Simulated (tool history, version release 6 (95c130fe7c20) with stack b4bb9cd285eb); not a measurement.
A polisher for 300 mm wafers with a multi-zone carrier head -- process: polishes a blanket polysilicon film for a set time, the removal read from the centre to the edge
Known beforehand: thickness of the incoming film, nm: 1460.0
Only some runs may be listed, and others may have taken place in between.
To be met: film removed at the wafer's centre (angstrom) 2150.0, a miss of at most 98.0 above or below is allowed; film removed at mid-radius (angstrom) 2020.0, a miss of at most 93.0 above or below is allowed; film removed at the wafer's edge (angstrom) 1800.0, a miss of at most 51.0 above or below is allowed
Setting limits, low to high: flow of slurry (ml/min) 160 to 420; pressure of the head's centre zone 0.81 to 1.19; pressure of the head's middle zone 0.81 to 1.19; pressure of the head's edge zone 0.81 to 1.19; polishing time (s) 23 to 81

| run | hour | flow of slurry (ml/min) | pressure of the head's centre zone | pressure of the head's middle zone | pressure of the head's edge zone | polishing time (s) | film removed at the wafer's centre (angstrom) | film removed at mid-radius (angstrom) | film removed at the wafer's edge (angstrom) |
|---|---|---|---|---|---|---|---|---|---|
| 1 | 0.0 | 270 | 1.00 | 1.00 | 1.00 | 52 | 2721.1 | 2782.8 | 2743.9 |
| 2 | 7.2 | 270 | 1.01 | 1.00 | 0.98 | 50 | 2642.3 | 2663.6 | 2635.8 |
| 3 | 7.9 | 270 | 1.01 | 1.00 | 0.98 | 38 | 2017.2 | 2011.1 | 1995.8 |
| 4 | 8.6 | 270 | 1.02 | 1.01 | 0.96 | 38 | 2060.9 | 2093.3 | 2015.3 |
| 5 | 16.2 | 270 | 1.02 | 0.94 | 0.96 | 38 | 2000.7 | 1970.2 | 2007.0 |
| 6 | 18.7 | 270 | 1.11 | 0.94 | 0.96 | 38 | 2197.1 | 1995.0 | 1967.0 |
| 7 | 21.1 | 270 | 1.11 | 0.95 | 0.95 | 38 | 2226.6 | 1929.5 | 1971.9 |
| 8 | 29.4 | 270 | 1.11 | 0.97 | 0.94 | 38 | 2183.9 | 1936.8 | 1977.4 |
| 9 | 33.1 | 275 | 1.12 | 0.99 | 0.96 | 37 | 2160.7 | 1968.3 | 1937.3 |
| 10 | 37.4 | 275 | 1.13 | 1.01 | 0.95 | 37 | 2175.0 | 2016.9 | 1955.2 |
| 11 | 38.6 | 270 | 1.16 | 1.04 | 0.85 | 35 | 2125.0 | 1912.8 | 1729.5 |

Which of these 5 next moves meets every target?
| A | 39.8 | 380 | 1.16 | 0.93 | 0.92 | 34 | ? | ? | ? |
| B | 39.8 | 245 | 1.11 | 0.99 | 0.88 | 33 | ? | ? | ? |
| C | 39.8 | 255 | 1.06 | 1.16 | 0.85 | 35 | ? | ? | ? |
| D | 39.8 | 225 | 1.18 | 1.18 | 0.84 | 34 | ? | ? | ? |
| E | 39.8 | 260 | 1.11 | 1.03 | 0.81 | 37 | ? | ? | ? |

| move | film removed at the wafer's centre (angstrom) | film removed at mid-radius (angstrom) | film removed at the wafer's edge (angstrom) |
|---|---|---|---|
| A | 2110.1 | 1790.8 | 1789.5 |
| B | 1886.2 | 1742.8 | 1656.8 |
| C | 1918.9 | 2045.4 | 1731.7 |
| D | 2051.0 | 1985.1 | 1659.0 |
| E | 2127.5 | 2011.7 | 1796.7 |
A: puts the biggest miss on target and leaves a different result outside tolerance
B: further off than the last run
C: further off than the last run
D: further off than the last run
E: each result inside its tolerance
E meets every target.

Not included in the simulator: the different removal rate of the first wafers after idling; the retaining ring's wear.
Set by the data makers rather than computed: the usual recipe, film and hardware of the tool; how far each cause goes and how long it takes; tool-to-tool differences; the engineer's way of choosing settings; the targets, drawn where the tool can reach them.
